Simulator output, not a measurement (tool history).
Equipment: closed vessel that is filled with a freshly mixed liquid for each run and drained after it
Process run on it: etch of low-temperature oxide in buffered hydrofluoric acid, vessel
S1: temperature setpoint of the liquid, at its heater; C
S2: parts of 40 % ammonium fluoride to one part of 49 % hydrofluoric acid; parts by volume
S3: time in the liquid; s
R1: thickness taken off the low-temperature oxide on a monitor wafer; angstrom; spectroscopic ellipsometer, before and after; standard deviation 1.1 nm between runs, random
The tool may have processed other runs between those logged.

run  hour    S1    S2  S3      R1
  1   0.0  24.0  10.5  30  1433.5
  2   2.0  27.0  10.5  30  1660.9
  3   3.0  25.0  10.5  30  1509.4
  4   6.9  28.0  10.5  30  1765.6
  5   9.8  26.0  10.5  30  1604.8
  6  14.8  23.0  10.5  30  1338.4
  7  23.8  22.5  10.5  30  1303.2

What does the tool deliver on the next run?
  8  25.9  22.0  10.5  30   ?

Run 8 measured R1 1271.3 angstrom.
